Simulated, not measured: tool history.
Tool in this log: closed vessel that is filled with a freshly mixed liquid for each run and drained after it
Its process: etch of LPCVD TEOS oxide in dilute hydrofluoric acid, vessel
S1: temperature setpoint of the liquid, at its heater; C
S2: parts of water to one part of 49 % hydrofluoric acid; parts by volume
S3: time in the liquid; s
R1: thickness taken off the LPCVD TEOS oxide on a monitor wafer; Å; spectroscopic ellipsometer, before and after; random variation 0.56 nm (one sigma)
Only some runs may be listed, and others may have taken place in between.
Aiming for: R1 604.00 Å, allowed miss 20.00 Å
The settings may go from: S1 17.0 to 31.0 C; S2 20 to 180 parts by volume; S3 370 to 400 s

run 1 hour=0.0 | S1=23.0 S2=100 S3=370 | R1=864.91
run 2 hour=1.7 | S1=23.0 S2=100 S3=370 | R1=884.69
run 3 hour=9.5 | S1=21.5 S2=105 S3=370 | R1=778.12
run 4 hour=14.0 | S1=22.5 S2=105 S3=370 | R1=818.47
run 5 hour=15.8 | S1=22.5 S2=80 S3=370 | R1=1102.00
run 6 hour=20.2 | S1=21.0 S2=90 S3=370 | R1=891.53
run 7 hour=26.2 | S1=20.0 S2=95 S3=370 | R1=823.69
run 8 hour=32.0 | S1=19.0 S2=100 S3=370 | R1=741.55
run 9 hour=33.8 | S1=18.5 S2=105 S3=370 | R1=682.96
run 10 hour=42.5 | S1=18.0 S2=105 S3=370 | R1=684.69
run 11 hour=46.8 | S1=18.0 S2=105 S3=370 | R1=675.65
run 12 hour=55.8 | S1=17.5 S2=105 S3=370 | R1=660.68
run 13 hour=59.7 | S1=17.5 S2=105 S3=370 | R1=665.83

Consider the 4 candidate settings below. Which is the only one whose results all fall within their allowed miss of target?
run A hour=63.6 | S1=17.0 S2=105 S3=370 | R1=?
run B hour=63.6 | S1=17.0 S2=95 S3=370 | R1=?
run C hour=63.6 | S1=17.0 S2=115 S3=380 | R1=?
run D hour=63.6 | S1=17.0 S2=125 S3=390 | R1=?

move=A R1=642.61
move=B R1=717.67
move=C R1=596.45
move=D R1=557.51
A: closes in on the targets versus the last run, not all within tolerance yet
B: lands further from the targets than the last run did
C: meets every target
D: takes the result that was furthest off past its target
C is the move that brings every result within its allowed miss.

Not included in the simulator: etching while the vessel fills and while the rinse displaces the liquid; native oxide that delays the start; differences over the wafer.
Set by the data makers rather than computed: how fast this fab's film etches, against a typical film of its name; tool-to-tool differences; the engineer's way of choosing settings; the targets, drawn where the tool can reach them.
